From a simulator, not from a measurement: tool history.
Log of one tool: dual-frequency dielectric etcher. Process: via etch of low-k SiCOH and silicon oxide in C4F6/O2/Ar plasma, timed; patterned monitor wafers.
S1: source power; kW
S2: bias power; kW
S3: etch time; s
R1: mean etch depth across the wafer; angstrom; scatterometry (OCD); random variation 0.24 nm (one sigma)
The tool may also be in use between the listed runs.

{"run": 1, "hour": 0.0, "S1": 0.39, "S2": 0.204, "S3": 25.5, "R1": 635.84}
{"run": 2, "hour": 6.3, "S1": 0.35, "S2": 0.193, "S3": 25.5, "R1": 592.86}
{"run": 3, "hour": 12.4, "S1": 0.32, "S2": 0.191, "S3": 25.5, "R1": 576.15}
{"run": 4, "hour": 18.0, "S1": 0.36, "S2": 0.191, "S3": 25.5, "R1": 599.81}
{"run": 5, "hour": 24.9, "S1": 0.32, "S2": 0.187, "S3": 25.5, "R1": 576.56}
{"run": 6, "hour": 33.5, "S1": 0.32, "S2": 0.187, "S3": 25.5, "R1": 571.74}
{"hour": 38.5, "done": "source power generator calibrated"}
{"run": 7, "hour": 38.5, "S1": 0.3, "S2": 0.184, "S3": 25.5, "R1": 549.18}
{"run": 8, "hour": 45.0, "S1": 0.29, "S2": 0.183, "S3": 25.5, "R1": 540.83}
{"run": 9, "hour": 45.9, "S1": 0.28, "S2": 0.182, "S3": 25.5, "R1": 530.3}

Forecast run 10:
{"run": 10, "hour": 51.8, "S1": 0.27, "S2": 0.182, "S3": 25.5, "R1": "?"}

Run 10 gave R1 527.65 angstrom.
